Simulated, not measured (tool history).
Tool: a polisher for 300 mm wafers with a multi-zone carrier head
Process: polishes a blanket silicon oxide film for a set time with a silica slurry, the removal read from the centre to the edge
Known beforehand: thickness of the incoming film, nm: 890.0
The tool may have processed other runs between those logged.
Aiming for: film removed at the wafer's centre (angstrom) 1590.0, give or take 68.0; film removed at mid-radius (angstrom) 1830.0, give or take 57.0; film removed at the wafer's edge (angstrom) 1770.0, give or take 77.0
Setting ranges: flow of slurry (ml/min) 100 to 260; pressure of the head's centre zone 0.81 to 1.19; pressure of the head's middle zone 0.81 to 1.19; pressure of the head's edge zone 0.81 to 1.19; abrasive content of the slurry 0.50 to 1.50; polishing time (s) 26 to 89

run	day	flow of slurry (ml/min)	pressure of the head's centre zone	pressure of the head's middle zone	pressure of the head's edge zone	abrasive content of the slurry	polishing time (s)	film removed at the wafer's centre (angstrom)	film removed at mid-radius (angstrom)	film removed at the wafer's edge (angstrom)
1	0.000	165	1.00	1.00	1.00	1.00	57	1529.6	1540.7	1487.2
2	0.283	165	1.00	1.00	1.00	1.00	49	1320.5	1339.2	1284.2
3	0.575	165	1.00	1.00	1.00	1.00	63	1675.1	1690.5	1640.2
4	0.792	165	1.00	1.00	1.00	0.80	63	1474.3	1465.7	1422.1
5	0.838	165	1.00	0.93	1.00	0.80	63	1477.7	1366.6	1450.7
6	1.088	165	1.00	0.93	1.07	0.80	63	1459.3	1379.0	1497.5
7	1.250	175	0.99	0.95	1.09	0.85	63	1566.9	1478.7	1542.4
8	1.450	170	0.96	0.96	1.10	0.90	63	1555.2	1556.1	1638.6
9	1.638	180	0.94	0.97	1.11	0.90	63	1515.0	1565.2	1666.1
10	1.929	185	0.94	0.99	1.12	0.90	63	1522.4	1605.7	1673.3
11	2.179	190	0.94	1.01	1.13	0.90	63	1555.5	1635.4	1654.2
12	2.379	195	0.93	1.02	1.14	0.90	63	1558.2	1646.3	1718.2
13	2.612	200	0.93	1.04	1.14	0.90	63	1532.7	1726.6	1723.3
14	2.788	205	0.93	1.05	1.14	0.90	63	1535.3	1698.3	1702.0
15	2.862	215	0.92	1.12	1.17	1.00	63	1662.7	1962.7	1837.3
16	3.129	210	0.92	1.11	1.17	1.00	63	1632.6	1943.6	1848.2
17	3.417	205	0.92	1.10	1.16	1.00	63	1618.7	1904.7	1845.4
18	3.733	205	0.92	1.10	1.15	1.00	63	1640.7	1922.4	1788.4
19	4.042	200	0.92	1.09	1.15	1.00	63	1618.5	1886.4	1804.4
# day 4.196: edge zone pressure recalibrated
20	4.196	195	0.92	1.08	1.14	1.00	63	1618.0	1845.5	1870.9
21	4.292	195	0.92	1.08	1.14	1.00	63	1582.4	1855.6	1883.4
22	4.633	200	0.92	1.08	1.14	1.00	63	1610.5	1886.7	1922.7
23	4.929	195	0.92	1.08	1.14	1.00	63	1622.9	1861.6	1948.5

Below are 4 possible settings for the next run. Only one of them brings all results inside the allowed miss of their targets. Which is it?
A	5.225	245	0.82	1.04	1.18	1.05	64	?	?	?
B	5.225	195	0.89	1.01	1.10	0.95	68	?	?	?
C	5.225	100	0.94	0.93	1.11	1.15	76	?	?	?
D	5.225	260	0.95	1.11	1.15	0.85	64	?	?	?

move	film removed at the wafer's centre (angstrom)	film removed at mid-radius (angstrom)	film removed at the wafer's edge (angstrom)
A	1585.0	1962.0	2060.0
B	1665.8	1860.3	1947.6
C	1842.6	1855.1	2187.0
D	1627.7	1836.5	1796.1
A: its largest miss is bigger than the last run's
B: about the same distance from the targets as the last run
C: its largest miss is bigger than the last run's
D: each result inside its tolerance
The move that meets every target is D.

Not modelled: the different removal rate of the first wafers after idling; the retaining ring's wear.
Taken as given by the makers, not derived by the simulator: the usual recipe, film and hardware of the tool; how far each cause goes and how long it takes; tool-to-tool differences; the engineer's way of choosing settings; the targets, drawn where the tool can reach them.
